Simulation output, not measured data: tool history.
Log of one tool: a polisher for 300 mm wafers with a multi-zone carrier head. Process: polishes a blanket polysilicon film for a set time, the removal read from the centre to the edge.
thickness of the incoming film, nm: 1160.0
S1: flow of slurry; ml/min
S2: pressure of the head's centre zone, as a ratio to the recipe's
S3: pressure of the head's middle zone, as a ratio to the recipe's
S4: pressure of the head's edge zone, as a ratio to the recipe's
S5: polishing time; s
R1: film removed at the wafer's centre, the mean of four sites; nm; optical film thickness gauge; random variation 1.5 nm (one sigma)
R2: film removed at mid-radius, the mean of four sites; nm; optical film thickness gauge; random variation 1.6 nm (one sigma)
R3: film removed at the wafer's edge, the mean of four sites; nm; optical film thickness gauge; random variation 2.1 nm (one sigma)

Run 1, hour 0: S1 310 ml/min, S2 1, S3 1, S4 1, S5 40 s. Result: R1 309.28 nm, R2 302.51 nm, R3 298.64 nm.
Run 2, hour 3.1: S1 310 ml/min, S2 1, S3 1, S4 1.03, S5 40 s. Result: R1 304.55 nm, R2 299.9 nm, R3 306.67 nm.
Run 3, hour 7.1: S1 365 ml/min, S2 1, S3 1, S4 1.03, S5 40 s. Result: R1 309.49 nm, R2 304.27 nm, R3 307.31 nm.
Run 4, hour 13: S1 370 ml/min, S2 0.99, S3 1, S4 1, S5 39 s. Result: R1 303.57 nm, R2 296.17 nm, R3 298.88 nm.
Run 5, hour 17.6: S1 370 ml/min, S2 0.99, S3 1, S4 1, S5 47 s. Result: R1 362.68 nm, R2 359.41 nm, R3 360.18 nm.
Run 6, hour 21.5: S1 370 ml/min, S2 0.99, S3 1, S4 0.94, S5 47 s. Result: R1 364.89 nm, R2 357.41 nm, R3 351.29 nm.
Run 7, hour 24.3: S1 360 ml/min, S2 0.99, S3 1.01, S4 0.92, S5 45 s. Result: R1 343.37 nm, R2 349.64 nm, R3 326.27 nm.
Run 8, hour 24.9: S1 350 ml/min, S2 0.99, S3 1, S4 0.9, S5 43 s. Result: R1 328.1 nm, R2 326.29 nm, R3 309.73 nm.

The next listed run, before its measurement:
Run 9, hour 32.8: S1 340 ml/min, S2 0.99, S3 1, S4 0.89, S5 41 s. Result: R1 ?, R2 ?, R3 ?.

Run 9 gave R1 311.94 nm, R2 305.52 nm, R3 292.15 nm.
